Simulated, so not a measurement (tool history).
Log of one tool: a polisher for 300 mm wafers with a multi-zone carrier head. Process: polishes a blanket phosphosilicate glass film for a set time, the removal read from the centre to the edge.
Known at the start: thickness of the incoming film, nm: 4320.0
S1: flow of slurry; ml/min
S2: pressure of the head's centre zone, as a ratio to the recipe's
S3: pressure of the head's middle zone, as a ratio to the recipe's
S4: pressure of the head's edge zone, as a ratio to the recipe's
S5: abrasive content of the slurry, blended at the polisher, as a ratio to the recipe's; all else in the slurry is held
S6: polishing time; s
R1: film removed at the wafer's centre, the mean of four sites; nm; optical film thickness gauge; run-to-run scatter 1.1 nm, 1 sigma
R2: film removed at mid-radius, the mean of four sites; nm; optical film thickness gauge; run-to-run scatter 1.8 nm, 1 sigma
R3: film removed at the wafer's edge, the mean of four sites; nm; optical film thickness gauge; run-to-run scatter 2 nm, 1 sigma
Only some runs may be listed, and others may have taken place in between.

run 1 hour=0 | S1=305 S2=1 S3=1 S4=1 S5=1 S6=30 | R1=241.46 R2=241.35 R3=243.79
run 2 hour=2.8 | S1=360 S2=1 S3=1 S4=1 S5=1 S6=30 | R1=244.97 R2=237.76 R3=252.36
run 3 hour=9.8 | S1=360 S2=1 S3=1.03 S4=1 S5=1 S6=30 | R1=241.16 R2=252.39 R3=249.45
run 4 hour=16.8 | S1=360 S2=1.05 S3=1.03 S4=1 S5=1 S6=30 | R1=252.05 R2=256.14 R3=251.84
run 5 hour=22.6 | S1=360 S2=1.05 S3=1.03 S4=1 S5=1 S6=33 | R1=274.4 R2=278.98 R3=275.67
run 6 hour=31.4 | S1=360 S2=1.05 S3=1.08 S4=1 S5=1 S6=33 | R1=280.31 R2=291.34 R3=268.55
run 7 hour=32.5 | S1=355 S2=1 S3=1.04 S4=0.99 S5=0.85 S6=32 | R1=245.76 R2=250.42 R3=251.4
run 8 hour=39.9 | S1=350 S2=0.96 S3=1.03 S4=0.99 S5=0.75 S6=31 | R1=214.65 R2=230.05 R3=226.16

Run 9, settings as shown, results not yet in. Your forecast:
run 9 hour=48.7 | S1=345 S2=0.93 S3=0.99 S4=0.98 S5=0.7 S6=31 | R1=? R2=? R3=?

Run 9 yielded R1 203.95 nm, R2 208.98 nm, R3 216.02 nm.
